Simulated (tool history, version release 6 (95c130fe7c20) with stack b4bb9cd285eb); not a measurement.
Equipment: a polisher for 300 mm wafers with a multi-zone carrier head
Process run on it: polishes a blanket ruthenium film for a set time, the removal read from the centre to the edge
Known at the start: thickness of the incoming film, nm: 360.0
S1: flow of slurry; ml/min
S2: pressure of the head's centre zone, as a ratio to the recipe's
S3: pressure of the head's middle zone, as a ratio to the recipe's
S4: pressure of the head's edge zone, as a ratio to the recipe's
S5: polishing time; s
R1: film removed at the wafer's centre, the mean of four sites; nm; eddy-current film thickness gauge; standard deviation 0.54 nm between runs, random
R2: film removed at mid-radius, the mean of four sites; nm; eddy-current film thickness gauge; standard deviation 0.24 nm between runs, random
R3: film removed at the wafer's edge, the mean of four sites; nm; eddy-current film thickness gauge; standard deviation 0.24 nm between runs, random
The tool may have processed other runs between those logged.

run,hour,S1,S2,S3,S4,S5,R1,R2,R3
1,0,130,1,1,1,30,26.849,26.618,27.491
2,3.2,130,1,0.95,1,30,26.73,25.751,27.29
3,9.8,145,1.03,1,1.02,31,29.305,28.422,28.884
4,17.9,145,1.03,0.96,1.02,31,29.524,27.562,28.69
5,21.2,145,1.03,0.93,1.02,31,29.517,26.611,28.518
6,21.9,155,1.06,0.98,1.05,32,31.95,29.049,30.721
7,29.9,165,1.08,1.02,1.06,32,32.624,29.904,30.494
8,37.5,170,1.09,1.05,1.07,33,33.623,31.421,32.026
9,44.5,175,1.11,1.08,1.06,34,36.833,33.145,32.849
10,53.3,175,1.11,1.08,1.06,34,35.757,33.696,33.059

Run 11, settings as shown, results not yet in. Your forecast:
11,56,200,1.16,1.15,1.11,35,?,?,?

{"run 11": {"R1": 40.181, "R2": 36.66, "R3": 35.099}}
